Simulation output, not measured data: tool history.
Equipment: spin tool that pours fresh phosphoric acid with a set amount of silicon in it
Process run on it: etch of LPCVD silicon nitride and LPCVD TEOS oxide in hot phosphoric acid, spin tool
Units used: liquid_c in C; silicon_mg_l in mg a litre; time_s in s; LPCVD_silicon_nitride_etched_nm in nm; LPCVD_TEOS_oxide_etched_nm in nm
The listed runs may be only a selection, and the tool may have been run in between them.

run	hour	liquid_c	silicon_mg_l	time_s	LPCVD_silicon_nitride_etched_nm	LPCVD_TEOS_oxide_etched_nm
1	0	160	26.5	180	15.19	0.25446
2	6.2	161	33	185	16.333	0.22871
3	12	161	40	185	16.585	0.16429
4	16.5	162	42.5	185	16.974	0.14445
5	24.6	162.5	42.5	190	17.65	0.14761
6	31.6	164.5	42.5	190	18.898	0.18667
7	36.2	164.5	43.5	190	18.791	0.1638

Expected results for the next run?
8	41.5	164.5	44	190	?	?

Run 8 yielded LPCVD_silicon_nitride_etched_nm 18.987 nm, LPCVD_TEOS_oxide_etched_nm 0.15504 nm.

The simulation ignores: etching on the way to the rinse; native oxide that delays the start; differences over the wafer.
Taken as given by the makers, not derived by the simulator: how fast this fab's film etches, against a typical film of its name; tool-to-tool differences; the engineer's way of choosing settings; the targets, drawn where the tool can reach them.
